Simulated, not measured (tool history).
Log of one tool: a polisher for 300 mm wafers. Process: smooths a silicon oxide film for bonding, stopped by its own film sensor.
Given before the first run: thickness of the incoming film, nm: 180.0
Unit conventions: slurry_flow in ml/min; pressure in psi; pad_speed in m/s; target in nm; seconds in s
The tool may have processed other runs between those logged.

run 1 hour=0.0 | slurry_flow=155 pressure=1.9 pad_speed=0.68 slurry_solids=1.00 target=162 | seconds=31.441
run 2 hour=4.2 | slurry_flow=160 pressure=2.1 pad_speed=0.68 slurry_solids=1.00 target=162 | seconds=27.898
run 3 hour=12.1 | slurry_flow=160 pressure=2.1 pad_speed=0.60 slurry_solids=1.00 target=162 | seconds=30.322
run 4 hour=16.4 | slurry_flow=160 pressure=1.8 pad_speed=0.60 slurry_solids=1.00 target=162 | seconds=35.664
run 5 hour=19.0 | slurry_flow=160 pressure=1.8 pad_speed=0.60 slurry_solids=1.00 target=164 | seconds=31.580
run 6 hour=25.0 | slurry_flow=160 pressure=1.8 pad_speed=0.60 slurry_solids=0.85 target=164 | seconds=33.919
run 7 hour=26.1 | slurry_flow=160 pressure=1.8 pad_speed=0.60 slurry_solids=0.85 target=164 | seconds=34.916
run 8 hour=31.7 | slurry_flow=160 pressure=1.9 pad_speed=0.60 slurry_solids=0.85 target=164 | seconds=32.361

Expected results for the next run?
run 9 hour=37.8 | slurry_flow=160 pressure=2.0 pad_speed=0.60 slurry_solids=0.85 target=164 | seconds=?

seconds: 30.767 s
